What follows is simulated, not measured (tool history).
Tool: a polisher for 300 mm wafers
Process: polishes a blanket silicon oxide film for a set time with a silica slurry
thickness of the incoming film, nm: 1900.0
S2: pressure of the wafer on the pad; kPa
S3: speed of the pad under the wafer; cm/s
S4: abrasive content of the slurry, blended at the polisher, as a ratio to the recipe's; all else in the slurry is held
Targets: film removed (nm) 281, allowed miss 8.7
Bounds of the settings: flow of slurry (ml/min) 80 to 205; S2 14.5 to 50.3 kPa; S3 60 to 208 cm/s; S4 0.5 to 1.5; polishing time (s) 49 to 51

Run 1, hour 0: flow of slurry (ml/min) 135, S2 32.4 kPa, S3 134 cm/s, S4 1, polishing time (s) 49. Result: film removed (nm) 199.08.
Run 2, hour 2.8: flow of slurry (ml/min) 115, S2 32.4 kPa, S3 134 cm/s, S4 1, polishing time (s) 49. Result: film removed (nm) 195.62.
Run 3, hour 7.2: flow of slurry (ml/min) 115, S2 34.5 kPa, S3 134 cm/s, S4 1, polishing time (s) 49. Result: film removed (nm) 200.12.
Run 4, hour 8.1: flow of slurry (ml/min) 125, S2 36.5 kPa, S3 134 cm/s, S4 1, polishing time (s) 49. Result: film removed (nm) 211.77.
Run 5, hour 14.8: flow of slurry (ml/min) 130, S2 38.6 kPa, S3 134 cm/s, S4 1, polishing time (s) 49. Result: film removed (nm) 221.19.
Run 6, hour 23: flow of slurry (ml/min) 105, S2 38.6 kPa, S3 134 cm/s, S4 1, polishing time (s) 49. Result: film removed (nm) 209.77.
Run 7, hour 31.1: flow of slurry (ml/min) 115, S2 40 kPa, S3 134 cm/s, S4 1, polishing time (s) 49. Result: film removed (nm) 223.36.
Run 8, hour 38.7: flow of slurry (ml/min) 125, S2 41.4 kPa, S3 134 cm/s, S4 1, polishing time (s) 49. Result: film removed (nm) 227.27.
Run 9, hour 43.4: flow of slurry (ml/min) 130, S2 42.7 kPa, S3 136 cm/s, S4 1, polishing time (s) 49. Result: film removed (nm) 238.04.
Run 10, hour 51.3: flow of slurry (ml/min) 135, S2 44.1 kPa, S3 136 cm/s, S4 1, polishing time (s) 49. Result: film removed (nm) 244.28.
Run 11, hour 53.6: flow of slurry (ml/min) 135, S2 45.5 kPa, S3 136 cm/s, S4 1, polishing time (s) 49. Result: film removed (nm) 252.27.
Run 12, hour 55.9: flow of slurry (ml/min) 140, S2 46.2 kPa, S3 136 cm/s, S4 1, polishing time (s) 49. Result: film removed (nm) 256.61.
Run 13, hour 57.2: flow of slurry (ml/min) 145, S2 46.9 kPa, S3 136 cm/s, S4 1, polishing time (s) 49. Result: film removed (nm) 257.72.
Run 14, hour 60.3: flow of slurry (ml/min) 145, S2 47.6 kPa, S3 136 cm/s, S4 1, polishing time (s) 49. Result: film removed (nm) 264.91.
Run 15, hour 64.8: flow of slurry (ml/min) 145, S2 47.6 kPa, S3 136 cm/s, S4 1, polishing time (s) 49. Result: film removed (nm) 257.98.

Which of these 5 next moves meets every target?
Run A, hour 69.3: flow of slurry (ml/min) 170, S2 50.3 kPa, S3 132 cm/s, S4 0.85, polishing time (s) 51. Result: film removed (nm) ?.
Run B, hour 69.3: flow of slurry (ml/min) 130, S2 34.5 kPa, S3 170 cm/s, S4 1.05, polishing time (s) 51. Result: film removed (nm) ?.
Run C, hour 69.3: flow of slurry (ml/min) 140, S2 47.6 kPa, S3 118 cm/s, S4 1, polishing time (s) 49. Result: film removed (nm) ?.
Run D, hour 69.3: flow of slurry (ml/min) 190, S2 38.6 kPa, S3 178 cm/s, S4 0.75, polishing time (s) 49. Result: film removed (nm) ?.
Run E, hour 69.3: flow of slurry (ml/min) 80, S2 49.6 kPa, S3 138 cm/s, S4 1.2, polishing time (s) 51. Result: film removed (nm) ?.

move  film removed (nm)
   A             262.06
   B             267.98
   C             235.65
   D             249.26
   E             280.43
A: nearer than the last run, and not there yet
B: nearer than the last run, and not there yet
C: further off than the last run
D: further off than the last run
E: meets every target
Answer: E
